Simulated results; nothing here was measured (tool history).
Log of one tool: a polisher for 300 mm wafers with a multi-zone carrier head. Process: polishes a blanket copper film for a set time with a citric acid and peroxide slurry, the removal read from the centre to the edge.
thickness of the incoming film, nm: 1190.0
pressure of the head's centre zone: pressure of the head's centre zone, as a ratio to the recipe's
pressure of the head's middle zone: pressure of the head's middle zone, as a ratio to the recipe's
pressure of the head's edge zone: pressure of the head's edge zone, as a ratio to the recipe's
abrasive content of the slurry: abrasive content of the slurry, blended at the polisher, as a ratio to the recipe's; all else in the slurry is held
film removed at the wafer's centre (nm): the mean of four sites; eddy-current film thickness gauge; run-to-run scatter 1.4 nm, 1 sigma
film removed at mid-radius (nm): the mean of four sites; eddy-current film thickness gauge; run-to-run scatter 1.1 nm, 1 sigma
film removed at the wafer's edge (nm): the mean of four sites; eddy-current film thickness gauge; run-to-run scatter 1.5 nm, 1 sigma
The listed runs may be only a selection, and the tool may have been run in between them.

run  hour  flow of slurry (ml/min)  pressure of the head's centre zone  pressure of the head's middle zone  pressure of the head's edge zone  abrasive content of the slurry  polishing time (s)  film removed at the wafer's centre (nm)  film removed at mid-radius (nm)  film removed at the wafer's edge (nm)
  1   0.0                      205                                1.00                                1.00                              1.00                            1.00                  77                                   143.03                           144.35                                 144.50
  2   4.4                      205                                1.01                                0.98                              0.95                            0.85                  75                                   133.85                           133.32                                 136.19
  3  11.2                      205                                1.05                                0.99                              0.92                            0.75                  72                                   133.16                           126.61                                 121.04
  4  14.7                      205                                1.05                                0.99                              0.86                            0.75                  72                                   131.38                           126.44                                 126.18
  5  20.1                      205                                1.05                                0.99                              0.86                            0.90                  72                                   135.17                           130.34                                 126.98
  6  22.1                      200                                1.06                                0.99                              0.86                            0.80                  71                                   130.48                           125.90                                 123.94

The next listed run, before its measurement:
  7  27.0                      195                                1.07                                0.99                              0.86                            0.70                  70                                        ?                                ?                                      ?

{"run 7": {"film removed at the wafer's centre (nm)": 127.01, "film removed at mid-radius (nm)": 120.47, "film removed at the wafer's edge (nm)": 115.55}}
